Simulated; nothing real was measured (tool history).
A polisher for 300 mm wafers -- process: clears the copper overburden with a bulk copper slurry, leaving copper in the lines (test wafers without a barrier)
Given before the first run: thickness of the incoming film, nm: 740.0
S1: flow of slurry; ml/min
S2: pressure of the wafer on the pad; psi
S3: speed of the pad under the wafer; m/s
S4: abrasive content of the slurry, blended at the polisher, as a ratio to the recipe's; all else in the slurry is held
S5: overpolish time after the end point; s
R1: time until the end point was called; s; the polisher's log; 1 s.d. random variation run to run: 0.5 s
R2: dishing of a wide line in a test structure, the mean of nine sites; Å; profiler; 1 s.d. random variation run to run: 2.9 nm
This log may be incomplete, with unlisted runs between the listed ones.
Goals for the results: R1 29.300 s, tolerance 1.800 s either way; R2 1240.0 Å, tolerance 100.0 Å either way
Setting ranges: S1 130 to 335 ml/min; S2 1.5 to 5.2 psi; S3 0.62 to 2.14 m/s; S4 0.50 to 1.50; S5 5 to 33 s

run,hour,S1,S2,S3,S4,S5,R1,R2
1,0.0,215,3.3,1.38,1.00,17,44.376,1207.9
2,8.2,215,3.6,1.40,1.00,15,40.711,1255.4
3,16.0,215,3.8,1.44,1.00,13,37.418,1208.8
4,16.9,215,4.0,1.46,1.00,12,35.250,1216.5
5,22.3,215,4.3,1.46,1.00,12,33.486,1287.0
6,25.8,215,5.0,1.46,1.00,12,27.452,1458.4
7,33.5,215,5.0,1.46,1.00,12,27.622,1468.4
8,42.4,215,4.9,1.46,1.00,11,29.438,1347.7

Of the 4 settings listed for the next run, only one would bring every result within its allowed miss of target. Which one?
A,51.3,220,4.7,1.20,1.15,17,?,?
B,51.3,170,5.2,1.64,0.80,13,?,?
C,51.3,220,4.9,1.52,0.85,9,?,?
D,51.3,175,4.5,1.42,1.00,11,?,?

move,R1,R2
A,35.585,1471.5
B,26.842,1509.0
C,29.505,1179.6
D,33.589,1213.6
A: lands further from the targets than the last run did
B: lands further from the targets than the last run did
C: each result inside its tolerance
D: brings the result that was furthest off to its target, and leaves another outside
So the answer is move C, the one that meets all the targets.

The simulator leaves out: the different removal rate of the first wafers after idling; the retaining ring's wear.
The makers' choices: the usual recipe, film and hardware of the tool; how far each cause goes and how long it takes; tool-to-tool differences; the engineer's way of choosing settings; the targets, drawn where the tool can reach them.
